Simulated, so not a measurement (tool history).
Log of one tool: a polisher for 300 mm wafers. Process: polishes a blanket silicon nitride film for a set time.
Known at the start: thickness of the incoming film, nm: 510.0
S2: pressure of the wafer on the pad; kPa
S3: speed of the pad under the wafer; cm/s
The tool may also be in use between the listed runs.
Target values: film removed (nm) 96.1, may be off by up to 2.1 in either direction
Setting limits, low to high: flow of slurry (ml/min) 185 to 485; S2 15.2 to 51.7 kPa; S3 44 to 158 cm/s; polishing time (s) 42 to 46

{"run": 1, "hour": 0.0, "flow of slurry (ml/min)": 310, "S2": 33.1, "S3": 100, "polishing time (s)": 46, "film removed (nm)": 117.49}
{"run": 2, "hour": 8.6, "flow of slurry (ml/min)": 310, "S2": 40.7, "S3": 100, "polishing time (s)": 46, "film removed (nm)": 139.63}
{"run": 3, "hour": 15.7, "flow of slurry (ml/min)": 310, "S2": 39.3, "S3": 100, "polishing time (s)": 46, "film removed (nm)": 137.05}
{"run": 4, "hour": 19.3, "flow of slurry (ml/min)": 310, "S2": 37.9, "S3": 100, "polishing time (s)": 46, "film removed (nm)": 131.81}
{"run": 5, "hour": 21.0, "flow of slurry (ml/min)": 310, "S2": 37.9, "S3": 88, "polishing time (s)": 46, "film removed (nm)": 118.45}
{"run": 6, "hour": 24.7, "flow of slurry (ml/min)": 310, "S2": 37.9, "S3": 88, "polishing time (s)": 46, "film removed (nm)": 119.64}
{"run": 7, "hour": 28.5, "flow of slurry (ml/min)": 310, "S2": 37.2, "S3": 88, "polishing time (s)": 46, "film removed (nm)": 115.7}
{"hour": 32.6, "done": "worn pad replaced by a new one"}
{"run": 8, "hour": 32.6, "flow of slurry (ml/min)": 310, "S2": 36.5, "S3": 88, "polishing time (s)": 46, "film removed (nm)": 128.73}
{"run": 9, "hour": 33.5, "flow of slurry (ml/min)": 310, "S2": 34.5, "S3": 86, "polishing time (s)": 46, "film removed (nm)": 121.76}
{"run": 10, "hour": 41.4, "flow of slurry (ml/min)": 310, "S2": 32.4, "S3": 84, "polishing time (s)": 46, "film removed (nm)": 112.28}
{"run": 11, "hour": 50.2, "flow of slurry (ml/min)": 310, "S2": 31.7, "S3": 84, "polishing time (s)": 46, "film removed (nm)": 109.34}
{"run": 12, "hour": 56.6, "flow of slurry (ml/min)": 310, "S2": 31, "S3": 84, "polishing time (s)": 46, "film removed (nm)": 107.51}
{"run": 13, "hour": 59.0, "flow of slurry (ml/min)": 310, "S2": 30.3, "S3": 84, "polishing time (s)": 46, "film removed (nm)": 106.54}
{"run": 14, "hour": 67.2, "flow of slurry (ml/min)": 295, "S2": 26.2, "S3": 84, "polishing time (s)": 46, "film removed (nm)": 92.833}
{"run": 15, "hour": 68.8, "flow of slurry (ml/min)": 310, "S2": 26.2, "S3": 84, "polishing time (s)": 46, "film removed (nm)": 94.27}

4 next moves are on the table. One of them brings every result within its allowed miss. Which?
{"run": "A", "hour": 70.4, "flow of slurry (ml/min)": 300, "S2": 31.7, "S3": 68, "polishing time (s)": 46, "film removed (nm)": "?"}
{"run": "B", "hour": 70.4, "flow of slurry (ml/min)": 320, "S2": 25.5, "S3": 84, "polishing time (s)": 46, "film removed (nm)": "?"}
{"run": "C", "hour": 70.4, "flow of slurry (ml/min)": 305, "S2": 24.8, "S3": 94, "polishing time (s)": 43, "film removed (nm)": "?"}
{"run": "D", "hour": 70.4, "flow of slurry (ml/min)": 310, "S2": 22.8, "S3": 100, "polishing time (s)": 46, "film removed (nm)": "?"}

move=A film_removed_(nm)=92.992
move=B film_removed_(nm)=92.431
move=C film_removed_(nm)=92.032
move=D film_removed_(nm)=96.592
A: the biggest miss grows against the last run
B: the biggest miss grows against the last run
C: the biggest miss grows against the last run
D: all results land within tolerance of their targets
Correct choice: D, which meets every target

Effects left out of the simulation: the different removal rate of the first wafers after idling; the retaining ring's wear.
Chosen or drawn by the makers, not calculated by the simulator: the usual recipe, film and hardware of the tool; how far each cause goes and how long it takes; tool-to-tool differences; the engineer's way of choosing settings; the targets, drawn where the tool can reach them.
